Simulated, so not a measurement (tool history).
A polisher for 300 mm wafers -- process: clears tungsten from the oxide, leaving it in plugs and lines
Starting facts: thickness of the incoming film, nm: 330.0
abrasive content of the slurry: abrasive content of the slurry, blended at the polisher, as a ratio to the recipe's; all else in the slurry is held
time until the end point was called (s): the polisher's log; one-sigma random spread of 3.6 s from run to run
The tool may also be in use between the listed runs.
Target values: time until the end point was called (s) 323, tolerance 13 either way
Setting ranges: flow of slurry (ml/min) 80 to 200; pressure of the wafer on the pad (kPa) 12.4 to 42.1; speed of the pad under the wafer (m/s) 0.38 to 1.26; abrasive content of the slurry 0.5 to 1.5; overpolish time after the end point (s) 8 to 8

| run | day | flow of slurry (ml/min) | pressure of the wafer on the pad (kPa) | speed of the pad under the wafer (m/s) | abrasive content of the slurry | overpolish time after the end point (s) | time until the end point was called (s) |
|---|---|---|---|---|---|---|---|
| 1 | 0 | 130 | 26.9 | 0.82 | 1 | 8 | 97.585 |
| 2 | 0.3 | 130 | 21.4 | 0.82 | 1 | 8 | 118.03 |
| 3 | 0.346 | 120 | 20 | 0.74 | 0.95 | 8 | 145.95 |
| 4 | 0.408 | 115 | 18.6 | 0.68 | 0.95 | 8 | 171.69 |
| 5 | 0.633 | 115 | 18.6 | 0.58 | 0.95 | 8 | 197.81 |
| 6 | 0.788 | 115 | 18.6 | 0.58 | 0.85 | 8 | 202.01 |
| 7 | 0.883 | 110 | 17.9 | 0.56 | 0.85 | 8 | 220.82 |
| 8 | 0.958 | 105 | 17.2 | 0.54 | 0.85 | 8 | 238.4 |
| 9 | 1.158 | 100 | 16.5 | 0.54 | 0.85 | 8 | 243.86 |
| 10 | 1.192 | 100 | 15.9 | 0.52 | 0.85 | 8 | 268.41 |
| 11 | 1.312 | 95 | 15.2 | 0.52 | 0.85 | 8 | 286.25 |

Exercise: of the 4 proposed moves below, exactly one satisfies all targets within the stated allowed misses. Which move is it?
| A | 1.433 | 95 | 13.1 | 0.48 | 0.8 | 8 | ? |
| B | 1.433 | 95 | 12.4 | 0.54 | 1 | 8 | ? |
| C | 1.433 | 100 | 17.2 | 0.5 | 0.9 | 8 | ? |
| D | 1.433 | 95 | 16.5 | 0.4 | 0.65 | 8 | ? |

| move | time until the end point was called (s) |
|---|---|
| A | 360.79 |
| B | 326.09 |
| C | 258.18 |
| D | 355.62 |
A: pushes the last run's worst result past its target
B: every result within its allowed miss
C: lands further from the targets than the last run did
D: pushes the last run's worst result past its target
Go with B: it meets all targets.
